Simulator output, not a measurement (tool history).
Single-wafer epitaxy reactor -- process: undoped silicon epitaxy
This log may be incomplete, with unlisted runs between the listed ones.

run  hour  wafer temperature setpoint (pyrometer-controlled) (°C)  deposition time (s)  mean film thickness on the monitor wafer (Å)
  1   0.0                                                     660                  344                                        757.64
  2   0.6                                                     660                  301                                        660.05
  3   6.9                                                     652                  301                                        567.30
  4  14.2                                                     652                  256                                        483.75
  5  17.9                                                     652                  234                                        441.61
  6  23.5                                                     657                  241                                        504.12
  7  28.4                                                     661                  246                                        553.06
  8  29.7                                                     665                  251                                        602.75
  9  36.7                                                     668                  256                                        653.38
 10  39.0                                                     671                  260                                        705.68
 11  47.8                                                     683                  272                                        915.96
 12  53.5                                                     683                  273                                        915.65

What will run 13 give?
 13  54.1                                                     683                  274                                             ?

Run 13 yielded mean film thickness on the monitor wafer (Å) 921.75.

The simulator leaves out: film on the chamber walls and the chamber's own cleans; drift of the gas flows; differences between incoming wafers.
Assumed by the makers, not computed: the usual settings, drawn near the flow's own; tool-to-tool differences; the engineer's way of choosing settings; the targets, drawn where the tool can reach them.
